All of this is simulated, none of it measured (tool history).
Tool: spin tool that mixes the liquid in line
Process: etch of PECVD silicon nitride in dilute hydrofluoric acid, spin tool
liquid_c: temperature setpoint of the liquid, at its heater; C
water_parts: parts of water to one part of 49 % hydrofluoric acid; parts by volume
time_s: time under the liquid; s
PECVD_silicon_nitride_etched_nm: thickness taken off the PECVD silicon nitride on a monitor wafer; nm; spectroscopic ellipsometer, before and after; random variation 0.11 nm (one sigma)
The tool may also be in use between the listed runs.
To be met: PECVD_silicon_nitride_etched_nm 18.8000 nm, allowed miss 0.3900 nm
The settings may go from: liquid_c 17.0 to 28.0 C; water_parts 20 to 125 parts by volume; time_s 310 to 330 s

run  hour  liquid_c  water_parts  time_s  PECVD_silicon_nitride_etched_nm
  1   0.0      20.0           70     310                           9.2332
  2   3.8      23.0           70     310                          11.2900
  3  11.6      24.5           65     310                          13.6870
  4  12.7      25.5           65     310                          14.6290
  5  19.8      26.0           65     310                          15.0500
  6  23.7      26.5           65     310                          15.5990
  7  25.6      27.0           65     310                          16.0400
  8  26.7      27.5           65     310                          16.4220

4 next moves are on the table. One of them brings every result within its allowed miss. Which?
  A  27.8      28.0           60     315                                ?
  B  27.8      28.0           65     325                                ?
  C  27.8      27.5           60     310                                ?
  D  27.8      27.5           60     315                                ?

move  PECVD_silicon_nitride_etched_nm
   A                          18.8510
   B                          17.9670
   C                          17.9560
   D                          18.2460
A: meets every target
B: nearer than the last run, and not there yet
C: nearer than the last run, and not there yet
D: nearer than the last run, and not there yet
Answer: A
